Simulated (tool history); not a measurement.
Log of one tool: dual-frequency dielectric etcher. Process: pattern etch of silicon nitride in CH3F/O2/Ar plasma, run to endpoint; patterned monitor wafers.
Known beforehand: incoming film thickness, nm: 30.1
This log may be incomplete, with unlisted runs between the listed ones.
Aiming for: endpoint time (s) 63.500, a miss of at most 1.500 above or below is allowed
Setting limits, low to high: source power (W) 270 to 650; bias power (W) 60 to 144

{"run": 1, "hour": 0.0, "source power (W)": 460, "bias power (W)": 102, "endpoint time (s)": 37.552}
{"run": 2, "hour": 2.5, "source power (W)": 400, "bias power (W)": 89, "endpoint time (s)": 44.669}
{"run": 3, "hour": 5.3, "source power (W)": 400, "bias power (W)": 107, "endpoint time (s)": 40.388}
{"run": 4, "hour": 12.1, "source power (W)": 400, "bias power (W)": 92, "endpoint time (s)": 43.468}
{"run": 5, "hour": 20.6, "source power (W)": 430, "bias power (W)": 92, "endpoint time (s)": 41.687}
{"run": 6, "hour": 29.4, "source power (W)": 380, "bias power (W)": 82, "endpoint time (s)": 47.966}
{"run": 7, "hour": 31.4, "source power (W)": 350, "bias power (W)": 76, "endpoint time (s)": 52.375}
{"run": 8, "hour": 39.8, "source power (W)": 330, "bias power (W)": 73, "endpoint time (s)": 56.804}
{"run": 9, "hour": 40.6, "source power (W)": 310, "bias power (W)": 73, "endpoint time (s)": 60.165}
{"run": 10, "hour": 44.3, "source power (W)": 300, "bias power (W)": 73, "endpoint time (s)": 61.796}

Exercise: of the 4 proposed moves below, exactly one satisfies all targets within the stated allowed misses. Which move is it?
{"run": "A", "hour": 48.0, "source power (W)": 310, "bias power (W)": 75, "endpoint time (s)": "?"}
{"run": "B", "hour": 48.0, "source power (W)": 280, "bias power (W)": 78, "endpoint time (s)": "?"}
{"run": "C", "hour": 48.0, "source power (W)": 320, "bias power (W)": 70, "endpoint time (s)": "?"}
{"run": "D", "hour": 48.0, "source power (W)": 340, "bias power (W)": 65, "endpoint time (s)": "?"}

move=A endpoint_time_(s)=59.002
move=B endpoint_time_(s)=63.292
move=C endpoint_time_(s)=59.752
move=D endpoint_time_(s)=59.396
A: lands further from the targets than the last run did
B: hits every target within its allowed miss
C: lands further from the targets than the last run did
D: lands further from the targets than the last run did
B is the move that brings every result within its allowed miss.

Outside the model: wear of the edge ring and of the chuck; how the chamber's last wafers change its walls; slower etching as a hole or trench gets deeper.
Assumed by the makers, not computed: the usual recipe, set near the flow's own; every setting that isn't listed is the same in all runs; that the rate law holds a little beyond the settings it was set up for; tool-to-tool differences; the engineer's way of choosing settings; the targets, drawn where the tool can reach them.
